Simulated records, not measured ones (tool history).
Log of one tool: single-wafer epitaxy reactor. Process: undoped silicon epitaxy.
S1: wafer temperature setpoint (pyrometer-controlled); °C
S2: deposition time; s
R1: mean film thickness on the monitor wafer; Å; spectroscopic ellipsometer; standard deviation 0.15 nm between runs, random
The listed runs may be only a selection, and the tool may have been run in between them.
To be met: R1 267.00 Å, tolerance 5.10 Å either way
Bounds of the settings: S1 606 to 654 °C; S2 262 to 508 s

run  hour   S1   S2      R1
  1   0.0  630  385  367.95
  2   7.8  630  423  402.64
  3  13.1  623  423  345.57
  4  20.4  623  450  367.72
  5  29.3  630  450  429.47
  6  32.5  625  449  382.41
  7  34.2  621  448  346.66
  8  38.8  619  448  330.80
  9  46.9  617  448  316.08
 10  50.6  615  448  299.84
 11  51.3  614  448  291.17
 12  57.8  613  448  285.12
 13  65.4  612  448  278.65
 14  69.4  611  448  272.04

Exercise: of the 4 proposed moves below, exactly one satisfies all targets within the stated allowed misses. Which move is it?
  A  73.4  610  484   ?
  B  73.4  615  397   ?
  C  73.4  616  412   ?
  D  73.4  611  463   ?

move      R1
   A  285.75
   B  264.69
   C  281.41
   D  280.12
A: lands further from the targets than the last run did
B: all results in spec
C: lands further from the targets than the last run did
D: lands further from the targets than the last run did
B is the move that brings every result within its allowed miss.

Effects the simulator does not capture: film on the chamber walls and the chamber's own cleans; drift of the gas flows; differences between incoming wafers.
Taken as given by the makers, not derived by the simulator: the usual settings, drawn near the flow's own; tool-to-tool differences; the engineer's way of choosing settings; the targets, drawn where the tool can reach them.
